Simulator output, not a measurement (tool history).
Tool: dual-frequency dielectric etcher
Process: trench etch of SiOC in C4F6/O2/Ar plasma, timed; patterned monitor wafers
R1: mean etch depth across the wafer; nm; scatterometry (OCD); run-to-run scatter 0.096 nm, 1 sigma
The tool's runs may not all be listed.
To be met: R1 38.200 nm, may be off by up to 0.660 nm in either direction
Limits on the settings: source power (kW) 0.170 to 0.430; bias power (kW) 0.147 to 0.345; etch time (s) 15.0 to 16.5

Run 1, hour 0.0: source power (kW) 0.300, bias power (kW) 0.246, etch time (s) 16.5. Result: R1 35.308 nm.
Run 2, hour 9.0: source power (kW) 0.340, bias power (kW) 0.246, etch time (s) 16.5. Result: R1 36.481 nm.
Run 3, hour 10.8: source power (kW) 0.350, bias power (kW) 0.247, etch time (s) 16.5. Result: R1 36.844 nm.
Run 4, hour 16.6: source power (kW) 0.350, bias power (kW) 0.247, etch time (s) 15.0. Result: R1 33.377 nm.
Run 5, hour 17.5: source power (kW) 0.360, bias power (kW) 0.261, etch time (s) 15.0. Result: R1 34.085 nm.
Run 6, hour 21.8: source power (kW) 0.370, bias power (kW) 0.271, etch time (s) 15.0. Result: R1 35.106 nm.
Run 7, hour 23.8: source power (kW) 0.380, bias power (kW) 0.279, etch time (s) 15.0. Result: R1 35.492 nm.
Run 8, hour 32.7: source power (kW) 0.390, bias power (kW) 0.287, etch time (s) 15.0. Result: R1 36.104 nm.

4 candidate next runs follow, results not yet known. Just one meets every target within its allowed miss. Identify it.
Run A, hour 41.6: source power (kW) 0.400, bias power (kW) 0.291, etch time (s) 15.0. Result: R1 ?.
Run B, hour 41.6: source power (kW) 0.420, bias power (kW) 0.271, etch time (s) 15.0. Result: R1 ?.
Run C, hour 41.6: source power (kW) 0.360, bias power (kW) 0.296, etch time (s) 16.0. Result: R1 ?.
Run D, hour 41.6: source power (kW) 0.430, bias power (kW) 0.278, etch time (s) 15.0. Result: R1 ?.

move      R1
   A  36.582
   B  36.135
   C  38.239
   D  36.680
A: nearer the targets than the last run, but a result is still out of spec
B: roughly where the last run was
C: hits every target within its allowed miss
D: nearer the targets than the last run, but a result is still out of spec
C is the move that brings every result within its allowed miss.
